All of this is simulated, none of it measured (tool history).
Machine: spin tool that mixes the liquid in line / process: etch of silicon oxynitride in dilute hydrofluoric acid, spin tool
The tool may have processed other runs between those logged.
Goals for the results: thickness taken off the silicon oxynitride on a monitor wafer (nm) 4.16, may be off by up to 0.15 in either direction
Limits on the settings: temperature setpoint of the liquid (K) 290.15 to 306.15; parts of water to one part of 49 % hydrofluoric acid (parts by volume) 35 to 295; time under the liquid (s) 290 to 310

run,hour,temperature setpoint of the liquid (K),parts of water to one part of 49 % hydrofluoric acid (parts by volume),time under the liquid (s),thickness taken off the silicon oxynitride on a monitor wafer (nm)
1,0,298.15,165,290,3.0955
2,4.6,295.15,165,290,2.663
3,9.7,293.15,165,290,2.3781
4,16.2,296.65,165,290,2.8404
5,21.7,293.15,165,290,2.3981
6,25.6,293.15,165,310,2.5911
7,30,296.15,165,310,3.0586
8,31.8,298.15,165,310,3.2723
9,40.5,299.65,165,310,3.5276
10,41.4,300.65,165,310,3.6373
11,43.3,301.65,165,310,3.8549

Exercise: of the 5 proposed moves below, exactly one satisfies all targets within the stated allowed misses. Which move is it?
A,45.2,301.65,170,290,?
B,45.2,303.15,185,310,?
C,45.2,302.65,180,290,?
D,45.2,300.15,145,310,?
E,45.2,304.15,155,310,?

move,thickness taken off the silicon oxynitride on a monitor wafer (nm)
A,3.45
B,3.5651
C,3.3711
D,4.1381
E,4.568
A: lands further from the targets than the last run did
B: lands further from the targets than the last run did
C: lands further from the targets than the last run did
D: every result lands within tolerance
E: moves the result that the last run missed by most past its target, out the other side
The right move is D.
